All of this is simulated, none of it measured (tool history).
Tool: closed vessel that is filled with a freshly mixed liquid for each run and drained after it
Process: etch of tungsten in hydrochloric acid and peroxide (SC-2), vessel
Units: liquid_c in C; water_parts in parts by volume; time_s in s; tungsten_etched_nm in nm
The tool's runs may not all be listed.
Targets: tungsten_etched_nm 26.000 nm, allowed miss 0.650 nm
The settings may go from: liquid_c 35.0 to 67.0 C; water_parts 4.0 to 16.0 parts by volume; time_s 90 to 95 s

Run 1, hour 0.0: liquid_c 51.0 C, water_parts 9.0 parts by volume, time_s 90 s. Result: tungsten_etched_nm 17.584 nm.
Run 2, hour 6.6: liquid_c 51.5 C, water_parts 9.0 parts by volume, time_s 90 s. Result: tungsten_etched_nm 18.180 nm.
Run 3, hour 13.0: liquid_c 51.5 C, water_parts 9.0 parts by volume, time_s 90 s. Result: tungsten_etched_nm 18.185 nm.
Run 4, hour 19.3: liquid_c 51.5 C, water_parts 9.0 parts by volume, time_s 90 s. Result: tungsten_etched_nm 18.112 nm.
Run 5, hour 23.4: liquid_c 52.0 C, water_parts 9.0 parts by volume, time_s 90 s. Result: tungsten_etched_nm 18.860 nm.
Run 6, hour 25.9: liquid_c 52.0 C, water_parts 9.0 parts by volume, time_s 95 s. Result: tungsten_etched_nm 19.942 nm.
Run 7, hour 30.8: liquid_c 52.5 C, water_parts 9.0 parts by volume, time_s 95 s. Result: tungsten_etched_nm 20.469 nm.
Run 8, hour 37.1: liquid_c 52.5 C, water_parts 9.0 parts by volume, time_s 95 s. Result: tungsten_etched_nm 20.176 nm.
Run 9, hour 41.6: liquid_c 57.0 C, water_parts 9.0 parts by volume, time_s 95 s. Result: tungsten_etched_nm 27.199 nm.

Which of these 5 next moves meets every target?
Run A, hour 46.1: liquid_c 57.0 C, water_parts 9.5 parts by volume, time_s 95 s. Result: tungsten_etched_nm ?.
Run B, hour 46.1: liquid_c 57.5 C, water_parts 9.0 parts by volume, time_s 95 s. Result: tungsten_etched_nm ?.
Run C, hour 46.1: liquid_c 60.0 C, water_parts 9.5 parts by volume, time_s 90 s. Result: tungsten_etched_nm ?.
Run D, hour 46.1: liquid_c 57.5 C, water_parts 9.5 parts by volume, time_s 95 s. Result: tungsten_etched_nm ?.
Run E, hour 46.1: liquid_c 56.0 C, water_parts 9.0 parts by volume, time_s 90 s. Result: tungsten_etched_nm ?.

move  tungsten_etched_nm
   A              26.310
   B              28.397
   C              30.138
   D              27.162
   E              24.441
A: meets every target
B: further off than the last run
C: further off than the last run
D: as far off as the last run
E: takes the result that was furthest off past its target
The right move is A.

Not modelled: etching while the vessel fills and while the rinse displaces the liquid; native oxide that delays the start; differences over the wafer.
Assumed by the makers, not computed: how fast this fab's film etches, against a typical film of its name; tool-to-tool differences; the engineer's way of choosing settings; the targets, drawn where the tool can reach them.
